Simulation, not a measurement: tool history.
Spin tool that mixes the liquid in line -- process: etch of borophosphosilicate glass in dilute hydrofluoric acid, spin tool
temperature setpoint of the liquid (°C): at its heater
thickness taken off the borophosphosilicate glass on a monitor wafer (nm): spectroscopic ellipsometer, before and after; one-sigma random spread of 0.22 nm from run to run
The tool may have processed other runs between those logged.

run  hour  temperature setpoint of the liquid (°C)  parts of water to one part of 49 % hydrofluoric acid (parts by volume)  time under the liquid (s)  thickness taken off the borophosphosilicate glass on a monitor wafer (nm)
  1   0.0                                     22.0                                                                      70                         15                                                                    11.6190
  2   5.6                                     18.5                                                                      70                         15                                                                     9.9353
  3   9.5                                     18.5                                                                      70                         15                                                                     9.9445
  4  14.0                                     20.5                                                                      70                         15                                                                    10.5630
  5  15.5                                     23.0                                                                      60                         15                                                                    14.0630
  6  22.4                                     25.0                                                                      50                         15                                                                    18.7750
  7  27.3                                     26.5                                                                      45                         15                                                                    22.2430
  8  29.7                                     27.5                                                                      45                         15                                                                    23.2070
  9  38.2                                     28.0                                                                      45                         15                                                                    23.3080

Estimate the outcome of run 10 from the log above:
 10  40.4                                     30.0                                                                      35                         15                                                                          ?

{"run 10": {"thickness taken off the borophosphosilicate glass on a monitor wafer (nm)": 33.28}}

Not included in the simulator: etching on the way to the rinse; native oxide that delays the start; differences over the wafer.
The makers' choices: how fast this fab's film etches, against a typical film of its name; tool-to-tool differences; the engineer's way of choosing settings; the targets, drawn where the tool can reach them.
